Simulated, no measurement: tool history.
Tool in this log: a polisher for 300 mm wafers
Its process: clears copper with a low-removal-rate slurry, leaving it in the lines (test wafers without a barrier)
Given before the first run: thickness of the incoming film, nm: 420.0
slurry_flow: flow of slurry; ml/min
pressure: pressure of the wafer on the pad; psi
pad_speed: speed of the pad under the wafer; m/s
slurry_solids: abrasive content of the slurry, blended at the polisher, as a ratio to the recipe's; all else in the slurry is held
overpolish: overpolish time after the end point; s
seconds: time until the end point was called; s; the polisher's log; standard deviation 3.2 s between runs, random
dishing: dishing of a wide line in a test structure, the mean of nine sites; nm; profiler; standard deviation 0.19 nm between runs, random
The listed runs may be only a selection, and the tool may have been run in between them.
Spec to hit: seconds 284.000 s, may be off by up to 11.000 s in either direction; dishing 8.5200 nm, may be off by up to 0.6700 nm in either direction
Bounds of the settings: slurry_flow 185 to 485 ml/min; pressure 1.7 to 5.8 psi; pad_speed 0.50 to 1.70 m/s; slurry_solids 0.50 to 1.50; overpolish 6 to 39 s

run 1 hour=0.0 | slurry_flow=310 pressure=3.7 pad_speed=1.10 slurry_solids=1.00 overpolish=20 | seconds=92.270 dishing=57.1600
run 2 hour=6.2 | slurry_flow=310 pressure=2.8 pad_speed=1.10 slurry_solids=1.00 overpolish=20 | seconds=123.350 dishing=46.0230
run 3 hour=7.9 | slurry_flow=310 pressure=2.8 pad_speed=1.36 slurry_solids=1.00 overpolish=20 | seconds=98.265 dishing=51.2170
run 4 hour=12.5 | slurry_flow=380 pressure=2.8 pad_speed=1.36 slurry_solids=1.00 overpolish=20 | seconds=96.041 dishing=54.8750
run 5 hour=14.4 | slurry_flow=380 pressure=2.8 pad_speed=1.52 slurry_solids=1.00 overpolish=20 | seconds=87.997 dishing=57.3930
run 6 hour=22.2 | slurry_flow=380 pressure=2.8 pad_speed=1.70 slurry_solids=1.00 overpolish=20 | seconds=76.721 dishing=61.8800
run 7 hour=23.0 | slurry_flow=380 pressure=2.8 pad_speed=1.70 slurry_solids=1.00 overpolish=20 | seconds=78.326 dishing=60.7680
run 8 hour=29.5 | slurry_flow=340 pressure=2.6 pad_speed=1.46 slurry_solids=0.90 overpolish=17 | seconds=100.960 dishing=44.4920
run 9 hour=36.6 | slurry_flow=250 pressure=1.7 pad_speed=1.16 slurry_solids=0.65 overpolish=7 | seconds=217.910 dishing=10.8810
run 10 hour=38.9 | slurry_flow=245 pressure=1.7 pad_speed=1.10 slurry_solids=0.65 overpolish=7 | seconds=231.020 dishing=10.0070
run 11 hour=42.1 | slurry_flow=240 pressure=1.7 pad_speed=1.06 slurry_solids=0.65 overpolish=7 | seconds=242.330 dishing=9.6368
run 12 hour=49.0 | slurry_flow=240 pressure=1.7 pad_speed=1.06 slurry_solids=0.65 overpolish=7 | seconds=240.230 dishing=10.0830
run 13 hour=52.3 | slurry_flow=235 pressure=1.7 pad_speed=1.02 slurry_solids=0.65 overpolish=7 | seconds=253.900 dishing=9.4280

Exercise: of the 4 proposed moves below, exactly one satisfies all targets within the stated allowed misses. Which move is it?
run A hour=55.6 | slurry_flow=235 pressure=1.7 pad_speed=0.86 slurry_solids=0.70 overpolish=10 | seconds=? dishing=?
run B hour=55.6 | slurry_flow=205 pressure=2.0 pad_speed=0.96 slurry_solids=0.65 overpolish=6 | seconds=? dishing=?
run C hour=55.6 | slurry_flow=185 pressure=2.5 pad_speed=0.96 slurry_solids=0.50 overpolish=6 | seconds=? dishing=?
run D hour=55.6 | slurry_flow=195 pressure=2.4 pad_speed=0.76 slurry_solids=0.50 overpolish=7 | seconds=? dishing=?

move=A seconds=290.860 dishing=12.0850
move=B seconds=235.670 dishing=9.1468
move=C seconds=218.510 dishing=9.8643
move=D seconds=281.830 dishing=8.9608
A: the furthest-off result lands on target, but another misses its tolerance
B: moves away from the targets compared with the last run
C: moves away from the targets compared with the last run
D: meets every target
So the answer is move D, the one that meets all the targets.
